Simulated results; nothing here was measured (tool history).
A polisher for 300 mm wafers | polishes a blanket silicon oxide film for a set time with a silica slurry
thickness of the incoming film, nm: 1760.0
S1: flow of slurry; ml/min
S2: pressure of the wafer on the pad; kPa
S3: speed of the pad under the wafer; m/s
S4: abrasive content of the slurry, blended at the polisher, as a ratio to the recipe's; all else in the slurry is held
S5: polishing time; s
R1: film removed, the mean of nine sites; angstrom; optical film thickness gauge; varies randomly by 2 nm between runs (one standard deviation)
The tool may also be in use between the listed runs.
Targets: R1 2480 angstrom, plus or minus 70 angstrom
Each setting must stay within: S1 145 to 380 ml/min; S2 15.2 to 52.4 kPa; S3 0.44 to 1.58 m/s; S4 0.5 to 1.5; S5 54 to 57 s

run	hour	S1	S2	S3	S4	S5	R1
1	0	245	33.8	1	1	54	1888.4
2	1.2	245	33.8	0.82	1	54	1626.8
3	5	250	37.9	0.82	1	54	1780.8
4	7.4	250	42.7	0.82	1	54	2052
5	12.1	250	44.8	0.82	1	54	2112.7
6	19.1	250	46.9	0.82	1	54	2231.9
7	20	250	48.3	0.82	1	54	2307.5
8	22.1	255	49	0.82	1	54	2273.9

Which of these 4 next moves meets every target?
A	24.2	205	52.4	0.74	1.1	54	?
B	24.2	275	42.7	0.84	1.1	57	?
C	24.2	250	46.2	0.82	1	57	?
D	24.2	340	40.7	1.14	0.95	54	?

move	R1
A	2322.5
B	2306.6
C	2286.5
D	2476.1
A: an improvement on the last run, though not all results are within tolerance
B: an improvement on the last run, though not all results are within tolerance
C: an improvement on the last run, though not all results are within tolerance
D: all results in spec
D meets every target.

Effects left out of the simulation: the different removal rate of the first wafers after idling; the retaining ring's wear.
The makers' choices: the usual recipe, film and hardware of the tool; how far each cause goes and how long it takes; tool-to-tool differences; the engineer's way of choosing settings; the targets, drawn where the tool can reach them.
